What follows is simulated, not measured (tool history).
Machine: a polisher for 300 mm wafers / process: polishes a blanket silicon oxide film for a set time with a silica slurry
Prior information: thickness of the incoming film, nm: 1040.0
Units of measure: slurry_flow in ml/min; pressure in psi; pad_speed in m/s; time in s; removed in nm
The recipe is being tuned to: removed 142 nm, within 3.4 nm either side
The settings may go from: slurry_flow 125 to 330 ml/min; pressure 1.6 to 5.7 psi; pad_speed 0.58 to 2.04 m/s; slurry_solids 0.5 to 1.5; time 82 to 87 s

{"run": 1, "hour": 0.0, "slurry_flow": 210, "pressure": 3.6, "pad_speed": 1.3, "slurry_solids": 1, "time": 82, "removed": 302.61}
{"run": 2, "hour": 6.1, "slurry_flow": 205, "pressure": 3, "pad_speed": 1.22, "slurry_solids": 1, "time": 82, "removed": 252.53}
{"run": 3, "hour": 8.4, "slurry_flow": 200, "pressure": 2.6, "pad_speed": 1.1, "slurry_solids": 1, "time": 82, "removed": 205.86}
{"run": 4, "hour": 17.3, "slurry_flow": 195, "pressure": 2.3, "pad_speed": 1.06, "slurry_solids": 1, "time": 82, "removed": 180.99}
{"run": 5, "hour": 24.0, "slurry_flow": 195, "pressure": 2.3, "pad_speed": 1.24, "slurry_solids": 1, "time": 82, "removed": 205.9}
{"run": 6, "hour": 28.2, "slurry_flow": 195, "pressure": 2.3, "pad_speed": 1.44, "slurry_solids": 1, "time": 82, "removed": 229.87}
{"run": 7, "hour": 35.4, "slurry_flow": 185, "pressure": 2.1, "pad_speed": 1.32, "slurry_solids": 1, "time": 82, "removed": 200.58}
{"run": 8, "hour": 44.0, "slurry_flow": 175, "pressure": 2, "pad_speed": 1.24, "slurry_solids": 1, "time": 82, "removed": 180.52}
{"run": 9, "hour": 48.4, "slurry_flow": 165, "pressure": 1.9, "pad_speed": 1.22, "slurry_solids": 1, "time": 82, "removed": 170.98}
{"run": 10, "hour": 56.4, "slurry_flow": 165, "pressure": 1.9, "pad_speed": 1.22, "slurry_solids": 1, "time": 82, "removed": 173.41}
{"run": 11, "hour": 59.7, "slurry_flow": 150, "pressure": 1.6, "pad_speed": 1.02, "slurry_solids": 1, "time": 82, "removed": 131.45}
{"run": 12, "hour": 63.2, "slurry_flow": 150, "pressure": 1.6, "pad_speed": 1.02, "slurry_solids": 1, "time": 82, "removed": 131.95}
{"run": 13, "hour": 68.8, "slurry_flow": 160, "pressure": 1.6, "pad_speed": 1.02, "slurry_solids": 1, "time": 82, "removed": 133.26}
{"run": 14, "hour": 70.9, "slurry_flow": 170, "pressure": 1.6, "pad_speed": 1.02, "slurry_solids": 1, "time": 82, "removed": 134.43}
{"run": 15, "hour": 79.7, "slurry_flow": 170, "pressure": 1.6, "pad_speed": 1.02, "slurry_solids": 1, "time": 82, "removed": 133.71}
{"run": 16, "hour": 81.9, "slurry_flow": 180, "pressure": 1.6, "pad_speed": 1.02, "slurry_solids": 1, "time": 82, "removed": 134.73}
{"run": 17, "hour": 90.4, "slurry_flow": 190, "pressure": 1.6, "pad_speed": 1.02, "slurry_solids": 1, "time": 82, "removed": 133.85}
{"run": 18, "hour": 95.7, "slurry_flow": 190, "pressure": 1.6, "pad_speed": 1.02, "slurry_solids": 1, "time": 82, "removed": 134.53}
{"run": 19, "hour": 98.2, "slurry_flow": 220, "pressure": 1.8, "pad_speed": 1.02, "slurry_solids": 1, "time": 82, "removed": 147.79}
{"run": 20, "hour": 101.2, "slurry_flow": 215, "pressure": 1.8, "pad_speed": 1.02, "slurry_solids": 1, "time": 82, "removed": 149.11}
{"run": 21, "hour": 107.5, "slurry_flow": 205, "pressure": 1.8, "pad_speed": 1.02, "slurry_solids": 1, "time": 82, "removed": 145.83}
{"run": 22, "hour": 115.6, "slurry_flow": 205, "pressure": 1.8, "pad_speed": 1.02, "slurry_solids": 1, "time": 82, "removed": 147.19}
{"run": 23, "hour": 124.2, "slurry_flow": 200, "pressure": 1.8, "pad_speed": 1.02, "slurry_solids": 1, "time": 82, "removed": 145.83}
{"run": 24, "hour": 124.7, "slurry_flow": 195, "pressure": 1.8, "pad_speed": 1.02, "slurry_solids": 1, "time": 82, "removed": 146.56}
{"run": 25, "hour": 131.9, "slurry_flow": 190, "pressure": 1.8, "pad_speed": 1.02, "slurry_solids": 1, "time": 82, "removed": 146.38}
{"run": 26, "hour": 135.0, "slurry_flow": 185, "pressure": 1.8, "pad_speed": 1.02, "slurry_solids": 1, "time": 82, "removed": 146.45}
{"run": 27, "hour": 143.5, "slurry_flow": 180, "pressure": 1.8, "pad_speed": 1.02, "slurry_solids": 1, "time": 82, "removed": 145.36}

Which one of the following 5 next-run settings gets every result inside its allowed miss? There is exactly one.
{"run": "A", "hour": 152.0, "slurry_flow": 125, "pressure": 2.7, "pad_speed": 0.7, "slurry_solids": 0.95, "time": 85, "removed": "?"}
{"run": "B", "hour": 152.0, "slurry_flow": 175, "pressure": 2.2, "pad_speed": 0.88, "slurry_solids": 0.95, "time": 84, "removed": "?"}
{"run": "C", "hour": 152.0, "slurry_flow": 135, "pressure": 1.9, "pad_speed": 1.08, "slurry_solids": 0.95, "time": 85, "removed": "?"}
{"run": "D", "hour": 152.0, "slurry_flow": 200, "pressure": 1.9, "pad_speed": 0.92, "slurry_solids": 1.1, "time": 85, "removed": "?"}
{"run": "E", "hour": 152.0, "slurry_flow": 135, "pressure": 2.1, "pad_speed": 0.86, "slurry_solids": 1.15, "time": 82, "removed": "?"}

move=A removed=142.5
move=B removed=149.54
move=C removed=155.61
move=D removed=153.94
move=E removed=148.72
A: every result lands within tolerance
B: its largest miss is bigger than the last run's
C: its largest miss is bigger than the last run's
D: its largest miss is bigger than the last run's
E: its largest miss is bigger than the last run's
A meets every target.

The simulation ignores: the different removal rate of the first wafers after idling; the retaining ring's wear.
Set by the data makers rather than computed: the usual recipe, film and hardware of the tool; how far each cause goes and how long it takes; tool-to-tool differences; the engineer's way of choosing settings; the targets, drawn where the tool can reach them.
